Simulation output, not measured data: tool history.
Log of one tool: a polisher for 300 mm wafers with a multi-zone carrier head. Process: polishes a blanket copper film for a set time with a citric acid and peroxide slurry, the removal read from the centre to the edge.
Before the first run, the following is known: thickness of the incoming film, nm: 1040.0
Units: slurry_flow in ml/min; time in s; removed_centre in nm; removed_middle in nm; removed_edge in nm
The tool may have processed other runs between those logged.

run  hour  slurry_flow  centre_zone  middle_zone  edge_zone  slurry_solids  time  removed_centre  removed_middle  removed_edge
  1     0          205            1            1          1              1    55          111.62          111.95        117.89
  2   1.2          200         0.97            1       0.95           0.85    54          102.25          106.31        109.72
  3   6.6          200         0.97         0.94       0.95           0.85    54          102.52          103.23        110.81
  4   7.1          190         0.96         0.96       0.91           0.75    54          97.838          100.25        104.78
  5  14.8          180         0.95         0.98       0.88            0.7    54          96.088          100.91          99.7
  6  16.9          180         0.95         0.98       0.88            0.9    54          101.16          104.63        105.73
  7  24.8          170         0.93         0.98       0.86           0.85    54          97.175          103.81        104.45

What does the tool deliver on the next run?
  8  28.4          165         0.93         0.98       0.85           0.75    54               ?               ?             ?

Run 8 yielded removed_centre 93.854 nm, removed_middle 99.614 nm, removed_edge 100.56 nm.

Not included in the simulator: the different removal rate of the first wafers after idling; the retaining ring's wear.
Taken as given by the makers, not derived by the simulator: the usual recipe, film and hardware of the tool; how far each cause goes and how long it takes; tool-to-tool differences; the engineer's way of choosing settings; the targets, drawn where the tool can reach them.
